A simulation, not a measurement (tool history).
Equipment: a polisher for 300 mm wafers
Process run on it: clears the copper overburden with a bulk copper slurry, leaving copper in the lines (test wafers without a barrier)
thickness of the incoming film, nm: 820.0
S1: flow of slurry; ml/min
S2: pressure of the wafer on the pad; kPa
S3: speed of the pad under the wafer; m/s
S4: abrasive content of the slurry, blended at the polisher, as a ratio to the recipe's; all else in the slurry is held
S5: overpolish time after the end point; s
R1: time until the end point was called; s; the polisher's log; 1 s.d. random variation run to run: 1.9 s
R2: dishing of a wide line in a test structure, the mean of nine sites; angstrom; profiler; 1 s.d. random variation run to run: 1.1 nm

Run 1, hour 0: S1 165 ml/min, S2 15.9 kPa, S3 1.38 m/s, S4 1, S5 25 s. Result: R1 85.586 s, R2 525.71 angstrom.
Run 2, hour 3.3: S1 165 ml/min, S2 15.9 kPa, S3 1.38 m/s, S4 1, S5 16 s. Result: R1 86.513 s, R2 480.95 angstrom.
Run 3, hour 3.8: S1 165 ml/min, S2 15.9 kPa, S3 1.1 m/s, S4 1, S5 16 s. Result: R1 107.67 s, R2 464.32 angstrom.
Run 4, hour 12: S1 165 ml/min, S2 12.4 kPa, S3 1.1 m/s, S4 1, S5 16 s. Result: R1 134.81 s, R2 399.55 angstrom.
Run 5, hour 13.3: S1 200 ml/min, S2 12.4 kPa, S3 1.1 m/s, S4 1, S5 16 s. Result: R1 129.24 s, R2 393.06 angstrom.
Run 6, hour 16.1: S1 185 ml/min, S2 11.7 kPa, S3 1.08 m/s, S4 1, S5 22 s. Result: R1 140.62 s, R2 450.23 angstrom.
Run 7, hour 24.9: S1 180 ml/min, S2 11 kPa, S3 1.08 m/s, S4 1, S5 23 s. Result: R1 153.43 s, R2 446.41 angstrom.

Expected results for the next run?
Run 8, hour 25.8: S1 140 ml/min, S2 10.3 kPa, S3 1.06 m/s, S4 1, S5 35 s. Result: R1 ?, R2 ?.

{"run 8": {"R1": 169.77, "R2": 469.65}}
